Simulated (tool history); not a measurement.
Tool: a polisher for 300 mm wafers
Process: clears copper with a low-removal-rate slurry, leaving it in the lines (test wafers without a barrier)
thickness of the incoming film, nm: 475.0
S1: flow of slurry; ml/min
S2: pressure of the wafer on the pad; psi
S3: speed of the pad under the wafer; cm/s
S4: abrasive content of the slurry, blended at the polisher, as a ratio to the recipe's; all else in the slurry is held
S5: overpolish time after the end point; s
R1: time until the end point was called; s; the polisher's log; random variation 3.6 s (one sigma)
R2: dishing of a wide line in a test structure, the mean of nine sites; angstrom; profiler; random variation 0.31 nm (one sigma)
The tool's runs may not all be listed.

Run 1, hour 0: S1 280 ml/min, S2 2.4 psi, S3 136 cm/s, S4 1, S5 12 s. Result: R1 155.89 s, R2 272.25 angstrom.
Run 2, hour 3.3: S1 280 ml/min, S2 2.4 psi, S3 118 cm/s, S4 1, S5 12 s. Result: R1 174.43 s, R2 236.52 angstrom.
Run 3, hour 10.7: S1 280 ml/min, S2 2.4 psi, S3 118 cm/s, S4 1, S5 16 s. Result: R1 179.43 s, R2 301.15 angstrom.
Run 4, hour 13: S1 280 ml/min, S2 2.3 psi, S3 118 cm/s, S4 1, S5 15 s. Result: R1 187.72 s, R2 282.87 angstrom.
Run 5, hour 16.2: S1 235 ml/min, S2 2.3 psi, S3 118 cm/s, S4 1, S5 15 s. Result: R1 187.01 s, R2 283.31 angstrom.
Run 6, hour 22: S1 235 ml/min, S2 2.2 psi, S3 116 cm/s, S4 1, S5 14 s. Result: R1 195.39 s, R2 252.67 angstrom.

The next listed run, before its measurement:
Run 7, hour 23.2: S1 235 ml/min, S2 2.2 psi, S3 116 cm/s, S4 1, S5 13 s. Result: R1 ?, R2 ?.

Run 7 gave R1 196.84 s, R2 244.4 angstrom.

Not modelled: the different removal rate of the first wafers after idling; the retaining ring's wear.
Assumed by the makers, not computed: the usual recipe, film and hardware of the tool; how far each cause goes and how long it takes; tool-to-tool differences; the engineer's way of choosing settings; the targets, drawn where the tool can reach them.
